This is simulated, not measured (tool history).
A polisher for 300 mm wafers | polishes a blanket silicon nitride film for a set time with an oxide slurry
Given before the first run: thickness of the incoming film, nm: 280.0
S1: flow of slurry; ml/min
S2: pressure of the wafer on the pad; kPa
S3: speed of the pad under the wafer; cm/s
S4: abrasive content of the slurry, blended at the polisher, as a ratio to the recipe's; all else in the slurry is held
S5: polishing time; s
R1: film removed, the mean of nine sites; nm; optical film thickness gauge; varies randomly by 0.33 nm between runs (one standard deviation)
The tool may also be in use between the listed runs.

{"run": 1, "hour": 0.0, "S1": 210, "S2": 26.2, "S3": 122, "S4": 1.0, "S5": 41, "R1": 39.341}
{"run": 2, "hour": 6.6, "S1": 210, "S2": 31.7, "S3": 122, "S4": 1.0, "S5": 41, "R1": 45.99}
{"run": 3, "hour": 14.5, "S1": 210, "S2": 30.3, "S3": 122, "S4": 1.0, "S5": 41, "R1": 44.523}
{"run": 4, "hour": 21.9, "S1": 210, "S2": 30.3, "S3": 122, "S4": 1.1, "S5": 41, "R1": 46.85}
{"run": 5, "hour": 28.6, "S1": 210, "S2": 29.0, "S3": 122, "S4": 1.1, "S5": 41, "R1": 43.554}
{"run": 6, "hour": 32.6, "S1": 210, "S2": 29.0, "S3": 122, "S4": 1.0, "S5": 41, "R1": 42.713}

Run 7 comes next. What will it give?
{"run": 7, "hour": 36.5, "S1": 210, "S2": 28.3, "S3": 122, "S4": 1.0, "S5": 41, "R1": "?"}

{"run 7": {"R1": 42.209}}

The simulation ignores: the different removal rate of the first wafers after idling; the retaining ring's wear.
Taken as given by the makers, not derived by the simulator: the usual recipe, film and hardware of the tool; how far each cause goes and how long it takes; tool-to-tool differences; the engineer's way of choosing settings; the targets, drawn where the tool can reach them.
